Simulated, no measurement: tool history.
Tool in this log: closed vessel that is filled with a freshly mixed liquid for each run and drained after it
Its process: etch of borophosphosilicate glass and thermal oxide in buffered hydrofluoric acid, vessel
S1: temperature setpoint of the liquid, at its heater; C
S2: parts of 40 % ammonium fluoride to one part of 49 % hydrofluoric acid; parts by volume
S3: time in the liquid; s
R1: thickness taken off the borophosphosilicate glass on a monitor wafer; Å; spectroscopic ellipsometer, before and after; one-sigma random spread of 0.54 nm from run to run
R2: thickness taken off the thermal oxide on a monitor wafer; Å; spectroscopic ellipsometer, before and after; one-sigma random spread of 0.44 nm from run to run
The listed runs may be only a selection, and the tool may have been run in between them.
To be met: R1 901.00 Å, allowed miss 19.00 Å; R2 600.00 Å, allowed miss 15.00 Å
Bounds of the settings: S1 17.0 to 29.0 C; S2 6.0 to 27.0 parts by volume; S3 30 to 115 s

run 1 day=0.000 | S1=21.0 S2=16.5 S3=60 | R1=590.94 R2=395.31
run 2 day=0.283 | S1=21.0 S2=14.0 S3=60 | R1=696.55 R2=458.60
run 3 day=0.358 | S1=21.0 S2=14.0 S3=45 | R1=518.67 R2=344.22
run 4 day=0.617 | S1=23.0 S2=13.5 S3=45 | R1=601.28 R2=403.79
run 5 day=0.796 | S1=25.0 S2=13.5 S3=45 | R1=674.11 R2=448.77
run 6 day=1.150 | S1=25.0 S2=13.5 S3=70 | R1=1034.70 R2=692.93
run 7 day=1.404 | S1=24.5 S2=13.5 S3=70 | R1=1019.60 R2=681.87
run 8 day=1.488 | S1=24.0 S2=13.5 S3=70 | R1=984.37 R2=658.11

Below are 4 possible settings for the next run. Only one of them brings all results inside the allowed miss of their targets. Which is it?
run A day=1.571 | S1=23.0 S2=12.0 S3=60 | R1=? R2=?
run B day=1.571 | S1=19.0 S2=7.5 S3=45 | R1=? R2=?
run C day=1.571 | S1=18.5 S2=10.5 S3=65 | R1=? R2=?
run D day=1.571 | S1=23.0 S2=15.0 S3=70 | R1=? R2=?

move=A R1=897.43 R2=603.46
move=B R1=844.52 R2=563.63
move=C R1=865.40 R2=579.57
move=D R1=840.30 R2=565.70
A: all results in spec
B: carries the result that was furthest off beyond its target, to the other side
C: carries the result that was furthest off beyond its target, to the other side
D: carries the result that was furthest off beyond its target, to the other side
The move that meets every target is A.
